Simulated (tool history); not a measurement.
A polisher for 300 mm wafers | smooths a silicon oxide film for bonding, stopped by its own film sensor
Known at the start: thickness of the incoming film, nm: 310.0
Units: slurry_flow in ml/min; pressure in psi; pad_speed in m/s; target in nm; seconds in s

{"run": 1, "hour": 0.0, "slurry_flow": 135, "pressure": 2.0, "pad_speed": 0.7, "slurry_solids": 1.0, "target": 220, "seconds": 155.36}
{"run": 2, "hour": 3.3, "slurry_flow": 150, "pressure": 2.0, "pad_speed": 0.7, "slurry_solids": 1.0, "target": 220, "seconds": 154.11}
{"run": 3, "hour": 10.4, "slurry_flow": 135, "pressure": 2.0, "pad_speed": 0.7, "slurry_solids": 1.0, "target": 220, "seconds": 160.16}
{"run": 4, "hour": 19.0, "slurry_flow": 130, "pressure": 1.7, "pad_speed": 0.7, "slurry_solids": 1.0, "target": 220, "seconds": 178.03}
{"run": 5, "hour": 23.7, "slurry_flow": 130, "pressure": 1.7, "pad_speed": 0.78, "slurry_solids": 1.0, "target": 220, "seconds": 163.38}
{"run": 6, "hour": 25.2, "slurry_flow": 130, "pressure": 1.4, "pad_speed": 0.74, "slurry_solids": 1.0, "target": 220, "seconds": 185.24}
{"run": 7, "hour": 28.9, "slurry_flow": 130, "pressure": 1.2, "pad_speed": 0.7, "slurry_solids": 1.0, "target": 220, "seconds": 213.2}
{"run": 8, "hour": 34.0, "slurry_flow": 130, "pressure": 1.1, "pad_speed": 0.68, "slurry_solids": 1.0, "target": 220, "seconds": 226.35}

Run 9 comes next. What will it give?
{"run": 9, "hour": 41.5, "slurry_flow": 130, "pressure": 1.0, "pad_speed": 0.66, "slurry_solids": 1.0, "target": 220, "seconds": "?"}

{"run 9": {"seconds": 233.45}}
